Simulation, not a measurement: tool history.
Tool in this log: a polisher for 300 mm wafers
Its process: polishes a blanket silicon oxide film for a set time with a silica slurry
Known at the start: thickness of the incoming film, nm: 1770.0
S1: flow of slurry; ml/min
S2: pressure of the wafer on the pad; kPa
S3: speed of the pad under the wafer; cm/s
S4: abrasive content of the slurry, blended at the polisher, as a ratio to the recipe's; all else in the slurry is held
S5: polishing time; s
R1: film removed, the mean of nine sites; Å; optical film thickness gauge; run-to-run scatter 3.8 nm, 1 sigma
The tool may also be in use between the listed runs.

run,hour,S1,S2,S3,S4,S5,R1
1,0,125,36.5,102,1,55,2267
2,2.2,125,31,102,1,55,1957.1
3,6.6,135,39.3,104,1,55,2493.6
4,10.3,135,39.3,120,1,55,2801.3
5,15.8,135,34.5,120,1,55,2544.6
6,19.7,135,34.5,120,1,55,2451.4

Forecast run 7:
7,23.3,140,40,120,1,55,?

R1: 2843.5 Å
